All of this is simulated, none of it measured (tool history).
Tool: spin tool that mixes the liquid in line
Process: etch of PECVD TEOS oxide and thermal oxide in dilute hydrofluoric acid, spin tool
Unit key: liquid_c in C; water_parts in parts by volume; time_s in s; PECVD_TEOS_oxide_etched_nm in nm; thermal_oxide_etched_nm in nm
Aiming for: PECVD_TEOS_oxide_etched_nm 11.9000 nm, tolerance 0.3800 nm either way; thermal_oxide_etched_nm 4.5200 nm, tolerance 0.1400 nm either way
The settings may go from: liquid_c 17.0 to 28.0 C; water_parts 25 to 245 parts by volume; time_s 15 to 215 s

run	day	liquid_c	water_parts	time_s	PECVD_TEOS_oxide_etched_nm	thermal_oxide_etched_nm
1	0.000	20.0	135	110	9.1919	3.4508
2	0.171	21.0	135	110	9.7385	3.6780
3	0.254	21.5	135	110	9.5990	3.6667
4	0.546	22.0	135	110	9.9505	3.7963
5	0.696	22.0	95	110	14.7310	5.5480
6	1.054	22.0	95	155	20.8330	7.8152
7	1.275	22.0	95	155	20.7200	7.9037
8	1.488	21.5	100	155	19.3720	7.3495
9	1.675	21.0	105	155	17.6580	6.7836
10	1.888	20.5	110	155	16.7000	6.3235
11	2.162	20.0	115	155	15.8010	5.8292
12	2.188	19.0	145	150	11.0240	4.2173

Consider the 4 candidate settings below. Which is the only one whose results all fall within their allowed miss of target?
A	2.212	19.5	145	145	?	?
B	2.212	19.5	165	170	?	?
C	2.212	21.5	140	155	?	?
D	2.212	18.0	120	135	?	?

move	PECVD_TEOS_oxide_etched_nm	thermal_oxide_etched_nm
A	10.7120	4.1195
B	10.8140	4.1585
C	12.9110	4.9650
D	11.6340	4.4741
A: further off than the last run
B: further off than the last run
C: takes the result that was furthest off past its target
D: all results land within tolerance of their targets
Move D is the one to make.

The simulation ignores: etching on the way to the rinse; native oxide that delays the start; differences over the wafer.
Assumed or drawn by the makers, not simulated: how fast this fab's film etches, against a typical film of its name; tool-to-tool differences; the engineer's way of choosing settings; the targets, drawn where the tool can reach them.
